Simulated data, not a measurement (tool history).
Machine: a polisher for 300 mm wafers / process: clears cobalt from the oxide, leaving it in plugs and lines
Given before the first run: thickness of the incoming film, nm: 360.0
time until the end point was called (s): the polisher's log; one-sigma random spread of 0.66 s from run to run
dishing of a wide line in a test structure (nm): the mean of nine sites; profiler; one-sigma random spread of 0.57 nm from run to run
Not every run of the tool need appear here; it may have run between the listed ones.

| run | hour | flow of slurry (ml/min) | pressure of the wafer on the pad (psi) | speed of the pad under the wafer (cm/s) | overpolish time after the end point (s) | time until the end point was called (s) | dishing of a wide line in a test structure (nm) |
|---|---|---|---|---|---|---|---|
| 1 | 0.0 | 240 | 2.2 | 100 | 19 | 65.818 | 45.122 |
| 2 | 0.9 | 240 | 2.2 | 100 | 15 | 68.123 | 40.930 |
| 3 | 4.4 | 240 | 1.8 | 100 | 15 | 83.329 | 37.319 |
| 4 | 12.4 | 240 | 1.8 | 112 | 15 | 75.872 | 39.875 |
| 5 | 15.5 | 240 | 2.1 | 114 | 15 | 62.369 | 42.460 |
| 6 | 20.0 | 240 | 2.1 | 114 | 19 | 63.257 | 46.588 |
| 7 | 27.6 | 240 | 2.3 | 114 | 18 | 57.835 | 48.269 |

Forecast run 8:
| 8 | 28.4 | 240 | 2.9 | 118 | 13 | ? | ? |

{"run 8": {"time until the end point was called (s)": 46.051, "dishing of a wide line in a test structure (nm)": 46.108}}
